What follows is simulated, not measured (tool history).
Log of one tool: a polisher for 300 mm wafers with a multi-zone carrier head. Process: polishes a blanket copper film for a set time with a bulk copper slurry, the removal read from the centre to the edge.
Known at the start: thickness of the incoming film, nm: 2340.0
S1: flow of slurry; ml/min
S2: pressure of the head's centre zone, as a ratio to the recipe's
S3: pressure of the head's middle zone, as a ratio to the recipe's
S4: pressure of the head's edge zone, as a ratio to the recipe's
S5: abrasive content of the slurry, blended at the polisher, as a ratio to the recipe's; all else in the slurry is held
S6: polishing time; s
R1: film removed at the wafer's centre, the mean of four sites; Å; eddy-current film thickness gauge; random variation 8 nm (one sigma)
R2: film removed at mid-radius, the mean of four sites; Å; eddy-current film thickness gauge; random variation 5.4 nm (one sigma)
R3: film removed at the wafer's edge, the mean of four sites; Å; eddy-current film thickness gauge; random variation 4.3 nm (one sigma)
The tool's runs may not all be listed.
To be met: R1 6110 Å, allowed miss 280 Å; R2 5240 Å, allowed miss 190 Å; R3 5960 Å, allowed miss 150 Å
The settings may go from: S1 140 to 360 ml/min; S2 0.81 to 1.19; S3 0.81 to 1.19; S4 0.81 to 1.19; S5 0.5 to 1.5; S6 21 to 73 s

{"run": 1, "day": 0.0, "S1": 230, "S2": 1, "S3": 1, "S4": 1, "S5": 1, "S6": 47, "R1": 3815.1, "R2": 3949.3, "R3": 3802.4}
{"run": 2, "day": 0.308, "S1": 235, "S2": 1.02, "S3": 0.98, "S4": 1.03, "S5": 1.1, "S6": 49, "R1": 4119.3, "R2": 4008, "R3": 4157.6}
{"run": 3, "day": 0.496, "S1": 235, "S2": 1.02, "S3": 0.98, "S4": 1, "S5": 1.1, "S6": 49, "R1": 4138.7, "R2": 4053.9, "R3": 4074.3}
{"run": 4, "day": 0.533, "S1": 240, "S2": 1.04, "S3": 0.99, "S4": 1.03, "S5": 1.15, "S6": 51, "R1": 4388, "R2": 4288.3, "R3": 4334}
{"run": 5, "day": 0.804, "S1": 240, "S2": 1.04, "S3": 0.99, "S4": 0.99, "S5": 1.15, "S6": 51, "R1": 4398.6, "R2": 4247.9, "R3": 4263.6}
{"run": 6, "day": 0.854, "S1": 220, "S2": 1.04, "S3": 0.99, "S4": 0.99, "S5": 1.15, "S6": 51, "R1": 4366.8, "R2": 4224.6, "R3": 4257.7}
{"run": 7, "day": 0.996, "S1": 220, "S2": 1.06, "S3": 0.99, "S4": 1.01, "S5": 1.2, "S6": 53, "R1": 4725.8, "R2": 4425.2, "R3": 4482.7}
{"run": 8, "day": 1.333, "S1": 225, "S2": 1.07, "S3": 0.99, "S4": 1.04, "S5": 1.25, "S6": 54, "R1": 4838.2, "R2": 4515.8, "R3": 4668.4}

5 next moves are on the table. One of them brings every result within its allowed miss. Which?
{"run": "A", "day": 1.671, "S1": 255, "S2": 1.06, "S3": 1.09, "S4": 1.03, "S5": 1.1, "S6": 60, "R1": "?", "R2": "?", "R3": "?"}
{"run": "B", "day": 1.671, "S1": 225, "S2": 1.18, "S3": 0.82, "S4": 1.03, "S5": 1.25, "S6": 66, "R1": "?", "R2": "?", "R3": "?"}
{"run": "C", "day": 1.671, "S1": 225, "S2": 1.18, "S3": 0.89, "S4": 0.99, "S5": 1.5, "S6": 66, "R1": "?", "R2": "?", "R3": "?"}
{"run": "D", "day": 1.671, "S1": 230, "S2": 1.09, "S3": 0.9, "S4": 1.1, "S5": 1.35, "S6": 66, "R1": "?", "R2": "?", "R3": "?"}
{"run": "E", "day": 1.671, "S1": 195, "S2": 0.88, "S3": 1.06, "S4": 0.98, "S5": 1.2, "S6": 62, "R1": "?", "R2": "?", "R3": "?"}

move=A R1=5252.9 R2=5490.5 R3=5079.2
move=B R1=6433.8 R2=4772.7 R3=5648.6
move=C R1=6632.5 R2=5260.6 R3=5704
move=D R1=6038.2 R2=5235.2 R3=5916.9
move=E R1=4366.1 R2=5406.6 R3=5045.8
A: nearer than the last run, and not there yet
B: nearer than the last run, and not there yet
C: nearer than the last run, and not there yet
D: meets every target
E: nearer than the last run, and not there yet
Move D is the one to make.
